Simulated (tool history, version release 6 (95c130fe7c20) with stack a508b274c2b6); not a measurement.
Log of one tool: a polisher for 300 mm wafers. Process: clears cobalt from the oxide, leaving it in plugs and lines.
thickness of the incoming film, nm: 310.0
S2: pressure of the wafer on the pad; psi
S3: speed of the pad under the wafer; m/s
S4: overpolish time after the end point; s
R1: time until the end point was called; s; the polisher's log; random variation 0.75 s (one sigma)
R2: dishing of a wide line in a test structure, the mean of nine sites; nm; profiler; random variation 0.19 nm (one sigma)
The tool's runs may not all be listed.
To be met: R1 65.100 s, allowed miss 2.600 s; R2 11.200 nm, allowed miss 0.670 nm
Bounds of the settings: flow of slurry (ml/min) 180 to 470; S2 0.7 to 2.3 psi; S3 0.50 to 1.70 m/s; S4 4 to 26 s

run 1 hour=0.0 | flow_of_slurry_(ml/min)=300 S2=1.5 S3=1.10 S4=13 | R1=85.253 R2=12.589
run 2 hour=8.8 | flow_of_slurry_(ml/min)=350 S2=1.5 S3=1.10 S4=13 | R1=81.839 R2=12.552
run 3 hour=16.4 | flow_of_slurry_(ml/min)=350 S2=1.8 S3=1.10 S4=13 | R1=70.778 R2=12.751
run 4 hour=17.5 | flow_of_slurry_(ml/min)=360 S2=1.8 S3=1.10 S4=12 | R1=72.457 R2=12.477
run 5 hour=24.2 | flow_of_slurry_(ml/min)=360 S2=1.5 S3=1.10 S4=12 | R1=82.878 R2=12.518
run 6 hour=32.1 | flow_of_slurry_(ml/min)=365 S2=1.6 S3=1.10 S4=11 | R1=76.997 R2=12.707
run 7 hour=40.4 | flow_of_slurry_(ml/min)=350 S2=1.7 S3=1.10 S4=13 | R1=75.446 R2=12.848
run 8 hour=48.8 | flow_of_slurry_(ml/min)=305 S2=1.9 S3=1.10 S4=7 | R1=70.174 R2=12.069
run 9 hour=56.4 | flow_of_slurry_(ml/min)=295 S2=1.9 S3=1.10 S4=7 | R1=69.315 R2=11.869
run 10 hour=59.4 | flow_of_slurry_(ml/min)=210 S2=2.0 S3=1.10 S4=4 | R1=69.854 R2=10.386
run 11 hour=64.5 | flow_of_slurry_(ml/min)=215 S2=2.0 S3=1.10 S4=4 | R1=70.043 R2=10.411
run 12 hour=67.7 | flow_of_slurry_(ml/min)=225 S2=2.1 S3=1.10 S4=10 | R1=66.289 R2=12.478
run 13 hour=72.8 | flow_of_slurry_(ml/min)=225 S2=2.1 S3=1.10 S4=9 | R1=66.530 R2=12.542

Which of these 4 next moves meets every target?
run A hour=77.9 | flow_of_slurry_(ml/min)=240 S2=2.1 S3=1.08 S4=13 | R1=? R2=?
run B hour=77.9 | flow_of_slurry_(ml/min)=185 S2=2.3 S3=1.08 S4=5 | R1=? R2=?
run C hour=77.9 | flow_of_slurry_(ml/min)=185 S2=2.2 S3=1.06 S4=11 | R1=? R2=?
run D hour=77.9 | flow_of_slurry_(ml/min)=200 S2=1.8 S3=1.12 S4=6 | R1=? R2=?

move=A R1=66.226 R2=12.980
move=B R1=64.015 R2=11.382
move=C R1=67.457 R2=12.873
move=D R1=74.309 R2=11.513
A: further off than the last run
B: meets every target
C: further off than the last run
D: brings the result that was furthest off to its target, and leaves another outside
Answer: B

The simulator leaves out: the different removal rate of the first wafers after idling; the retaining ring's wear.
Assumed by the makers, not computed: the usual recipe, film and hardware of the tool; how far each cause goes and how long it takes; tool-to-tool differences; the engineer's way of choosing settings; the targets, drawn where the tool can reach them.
